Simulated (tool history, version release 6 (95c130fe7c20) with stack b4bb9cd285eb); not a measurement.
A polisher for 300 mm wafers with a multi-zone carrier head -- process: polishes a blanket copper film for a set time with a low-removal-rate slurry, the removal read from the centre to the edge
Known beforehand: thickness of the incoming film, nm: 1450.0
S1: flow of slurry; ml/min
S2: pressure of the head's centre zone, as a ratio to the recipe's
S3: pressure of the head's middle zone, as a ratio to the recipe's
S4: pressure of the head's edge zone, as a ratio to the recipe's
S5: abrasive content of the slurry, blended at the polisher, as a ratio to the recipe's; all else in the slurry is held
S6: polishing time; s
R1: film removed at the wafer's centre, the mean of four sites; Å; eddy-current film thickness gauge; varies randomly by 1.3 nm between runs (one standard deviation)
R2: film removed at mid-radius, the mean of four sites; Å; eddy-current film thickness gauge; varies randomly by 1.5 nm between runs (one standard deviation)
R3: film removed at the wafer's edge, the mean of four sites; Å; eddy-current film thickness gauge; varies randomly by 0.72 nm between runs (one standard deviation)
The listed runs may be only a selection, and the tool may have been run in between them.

run	day	S1	S2	S3	S4	S5	S6	R1	R2	R3
1	0.000	215	1.00	1.00	1.00	1.00	65	1625.50	1695.1	1589.70
2	0.079	215	0.99	1.01	0.99	0.95	63	1508.20	1659.0	1540.40
3	0.408	215	1.00	1.02	0.98	0.90	61	1498.90	1560.9	1456.10
4	0.512	215	1.00	1.02	0.98	0.80	61	1438.10	1575.9	1451.00
5	0.892	215	1.00	1.06	0.98	0.80	61	1463.90	1606.9	1412.80
6	1.208	210	0.99	1.06	0.97	0.75	59	1348.20	1503.3	1366.90
7	1.542	215	0.99	1.07	0.96	0.75	58	1368.80	1519.3	1317.00
8	1.742	210	0.98	1.07	0.95	0.70	57	1294.20	1441.6	1270.80
9	1.954	205	0.92	1.17	0.85	0.50	45	895.92	1136.1	889.23

Run 10, settings as shown, results not yet in. Your forecast:
10	2.267	210	0.92	1.17	0.86	0.50	45	?	?	?

R1: 904.71 Å
R2: 1167.0 Å
R3: 897.19 Å
